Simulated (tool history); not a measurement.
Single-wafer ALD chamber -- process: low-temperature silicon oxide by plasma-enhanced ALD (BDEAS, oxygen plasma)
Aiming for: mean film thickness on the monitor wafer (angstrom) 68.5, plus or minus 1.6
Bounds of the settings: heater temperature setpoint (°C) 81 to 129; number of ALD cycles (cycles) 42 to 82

run	hour	heater temperature setpoint (°C)	number of ALD cycles (cycles)	mean film thickness on the monitor wafer (angstrom)
1	0	105	62	92.324
2	5.7	106	58	85.562
3	7.1	107	55	81.462
4	15.9	107	64	94.172
5	21.7	107	72	106.84
6	27.3	109	66	97.466
7	35	109	61	89.725
8	37.2	110	57	84.253
9	38.5	110	54	79.248
10	47	111	52	76.579
11	49.4	112	51	75.192
12	54.7	113	50	73.564
13	56.7	114	49	71.835
14	62.9	115	49	71.516
15	66.4	116	49	71.129
16	70.1	117	49	70.905
17	73.9	118	49	71.44

Exactly one of the 4 candidate moves below puts every result within its allowed miss. Which one?
A	77.7	110	46	?
B	77.7	111	49	?
C	77.7	114	50	?
D	77.7	120	50	?

move	mean film thickness on the monitor wafer (angstrom)
A	67.847
B	72.149
C	73.244
D	72.488
A: every result within its allowed miss
B: lands further from the targets than the last run did
C: lands further from the targets than the last run did
D: lands further from the targets than the last run did
Go with A: it meets all targets.
